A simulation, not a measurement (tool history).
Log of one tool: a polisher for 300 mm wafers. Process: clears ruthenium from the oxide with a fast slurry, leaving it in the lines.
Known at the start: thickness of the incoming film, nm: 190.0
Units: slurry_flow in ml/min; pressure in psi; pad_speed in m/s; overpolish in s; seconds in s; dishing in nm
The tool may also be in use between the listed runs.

run 1 hour=0 | slurry_flow=165 pressure=2 pad_speed=0.76 slurry_solids=1 overpolish=23 | seconds=89.85 dishing=42.082
run 2 hour=5.3 | slurry_flow=165 pressure=1.9 pad_speed=0.76 slurry_solids=1 overpolish=23 | seconds=91.623 dishing=41.398
run 3 hour=7.9 | slurry_flow=135 pressure=1.9 pad_speed=0.76 slurry_solids=1 overpolish=23 | seconds=96.102 dishing=39.422
run 4 hour=12.5 | slurry_flow=135 pressure=1.9 pad_speed=0.76 slurry_solids=0.85 overpolish=23 | seconds=102.93 dishing=37.691
run 5 hour=21.5 | slurry_flow=110 pressure=1.9 pad_speed=0.76 slurry_solids=0.85 overpolish=23 | seconds=107.24 dishing=35.778
run 6 hour=28.5 | slurry_flow=110 pressure=1.8 pad_speed=0.76 slurry_solids=0.85 overpolish=23 | seconds=113.28 dishing=33.992
run 7 hour=36.2 | slurry_flow=110 pressure=1.7 pad_speed=0.76 slurry_solids=0.85 overpolish=23 | seconds=117.04 dishing=33.478
run 8 hour=37.6 | slurry_flow=110 pressure=1.6 pad_speed=0.76 slurry_solids=0.85 overpolish=23 | seconds=122.95 dishing=31.605
run 9 hour=44 | slurry_flow=110 pressure=1.5 pad_speed=0.76 slurry_solids=0.85 overpolish=23 | seconds=129.51 dishing=30.569

The next listed run, before its measurement:
run 10 hour=50.2 | slurry_flow=110 pressure=1.5 pad_speed=0.76 slurry_solids=0.85 overpolish=23 | seconds=? dishing=?

seconds: 127.69 s
dishing: 30.719 nm

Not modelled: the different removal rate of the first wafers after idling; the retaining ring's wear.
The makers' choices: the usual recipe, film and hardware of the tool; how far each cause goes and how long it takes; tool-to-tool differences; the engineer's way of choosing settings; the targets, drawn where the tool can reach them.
